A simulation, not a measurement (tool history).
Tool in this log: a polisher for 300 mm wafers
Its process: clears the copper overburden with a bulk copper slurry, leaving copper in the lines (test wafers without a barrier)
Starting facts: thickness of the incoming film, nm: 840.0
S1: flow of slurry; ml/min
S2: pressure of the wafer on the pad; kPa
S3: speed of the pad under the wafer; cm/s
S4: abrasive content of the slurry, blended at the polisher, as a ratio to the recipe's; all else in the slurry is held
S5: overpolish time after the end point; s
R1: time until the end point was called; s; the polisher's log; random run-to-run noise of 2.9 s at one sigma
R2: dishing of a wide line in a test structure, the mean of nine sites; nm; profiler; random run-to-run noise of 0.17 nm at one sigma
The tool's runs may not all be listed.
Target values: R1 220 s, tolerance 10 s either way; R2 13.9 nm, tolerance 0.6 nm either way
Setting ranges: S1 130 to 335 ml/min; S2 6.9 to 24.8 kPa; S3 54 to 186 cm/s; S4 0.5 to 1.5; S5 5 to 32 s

{"run": 1, "hour": 0.0, "S1": 215, "S2": 15.9, "S3": 118, "S4": 1, "S5": 16, "R1": 104.97, "R2": 65.96}
{"run": 2, "hour": 2.8, "S1": 215, "S2": 14.5, "S3": 118, "S4": 1, "S5": 16, "R1": 111.71, "R2": 63.289}
{"run": 3, "hour": 7.9, "S1": 215, "S2": 12.4, "S3": 118, "S4": 1, "S5": 16, "R1": 123.35, "R2": 58.423}
{"run": 4, "hour": 16.7, "S1": 210, "S2": 11, "S3": 102, "S4": 0.95, "S5": 13, "R1": 153.53, "R2": 43.629}
{"run": 5, "hour": 25.1, "S1": 190, "S2": 10.3, "S3": 94, "S4": 0.85, "S5": 11, "R1": 179.3, "R2": 33.616}
{"run": 6, "hour": 28.1, "S1": 175, "S2": 9.7, "S3": 92, "S4": 0.75, "S5": 10, "R1": 192.12, "R2": 29.063}
{"run": 7, "hour": 34.2, "S1": 165, "S2": 9, "S3": 90, "S4": 0.7, "S5": 9, "R1": 212.04, "R2": 23.998}
{"run": 8, "hour": 38.3, "S1": 155, "S2": 8.3, "S3": 92, "S4": 0.65, "S5": 8, "R1": 223.59, "R2": 21.179}
{"run": 9, "hour": 44.2, "S1": 150, "S2": 8.3, "S3": 96, "S4": 0.6, "S5": 7, "R1": 216.68, "R2": 19.074}
{"run": 10, "hour": 45.5, "S1": 145, "S2": 8.3, "S3": 98, "S4": 0.6, "S5": 7, "R1": 211.06, "R2": 19.479}
{"run": 11, "hour": 52.8, "S1": 140, "S2": 8.3, "S3": 100, "S4": 0.6, "S5": 7, "R1": 208.53, "R2": 19.618}

4 next moves are on the table. One of them brings every result within its allowed miss. Which?
{"run": "A", "hour": 60.1, "S1": 130, "S2": 6.9, "S3": 88, "S4": 0.8, "S5": 5, "R1": "?", "R2": "?"}
{"run": "B", "hour": 60.1, "S1": 175, "S2": 6.9, "S3": 92, "S4": 0.5, "S5": 5, "R1": "?", "R2": "?"}
{"run": "C", "hour": 60.1, "S1": 135, "S2": 6.9, "S3": 98, "S4": 0.55, "S5": 5, "R1": "?", "R2": "?"}
{"run": "D", "hour": 60.1, "S1": 130, "S2": 7.6, "S3": 106, "S4": 0.5, "S5": 5, "R1": "?", "R2": "?"}

move=A R1=254.77 R2=12.279
move=B R1=250.24 R2=12.486
move=C R1=242.51 R2=12.854
move=D R1=219.39 R2=14.12
A: pushes the last run's worst result past its target
B: pushes the last run's worst result past its target
C: pushes the last run's worst result past its target
D: meets every target
The right move is D.
